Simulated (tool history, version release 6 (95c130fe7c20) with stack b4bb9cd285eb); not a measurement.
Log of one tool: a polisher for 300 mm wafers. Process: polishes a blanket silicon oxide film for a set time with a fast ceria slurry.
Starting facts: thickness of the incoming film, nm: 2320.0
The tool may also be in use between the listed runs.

run    day  flow of slurry (ml/min)  pressure of the wafer on the pad (kPa)  speed of the pad under the wafer (m/s)  polishing time (s)  film removed (Å)
  1  0.000                      285                                    17.9                                    1.14                  28            3903.1
  2  0.062                      335                                    17.9                                    1.14                  28            3922.9
  3  0.158                      335                                    15.9                                    1.14                  28            3539.8
  4  0.429                      335                                    13.8                                    1.14                  28            3102.3
  5  0.588                      335                                    12.4                                    1.14                  28            2880.3
     0.938  -- slurry nozzle cleaned
  6  0.938                      335                                    12.4                                    1.40                  28            3477.0
  7  1.133                      335                                    11.0                                    1.36                  28            3023.0

The next listed run, before its measurement:
  8  1.262                      325                                    10.3                                    1.34                  28                 ?

For run 8 the tool returned film removed (Å) 2814.4.
